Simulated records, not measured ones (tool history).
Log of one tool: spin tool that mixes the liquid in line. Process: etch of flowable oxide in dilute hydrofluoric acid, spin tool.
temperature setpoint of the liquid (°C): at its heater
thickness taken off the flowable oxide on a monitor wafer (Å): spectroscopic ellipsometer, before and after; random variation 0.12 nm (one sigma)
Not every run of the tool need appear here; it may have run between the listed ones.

run  hour  temperature setpoint of the liquid (°C)  parts of water to one part of 49 % hydrofluoric acid (parts by volume)  time under the liquid (s)  thickness taken off the flowable oxide on a monitor wafer (Å)
  1   0.0                                     26.0                                                                     240                        105                                                        135.010
  2   6.6                                     26.0                                                                     205                        105                                                        163.890
  3  12.7                                     26.0                                                                     270                        105                                                        117.110
  4  20.0                                     26.0                                                                     305                        105                                                         99.906
  5  24.3                                     26.0                                                                     255                        105                                                        126.740
  6  31.7                                     26.0                                                                     300                        105                                                        101.820
  7  34.3                                     26.0                                                                     300                        105                                                        102.110
  8  36.4                                     27.0                                                                     285                        105                                                        112.930
  9  38.3                                     28.0                                                                     275                        105                                                        123.770
 10  42.0                                     29.0                                                                     265                        105                                                        133.520
 11  46.2                                     29.5                                                                     255                        105                                                        141.250
 12  53.4                                     30.0                                                                     245                        105                                                        151.580

For run 13, what comes out?
 13  55.7                                     30.5                                                                     240                        105                                                              ?

{"run 13": {"thickness taken off the flowable oxide on a monitor wafer (Å)": 158.04}}
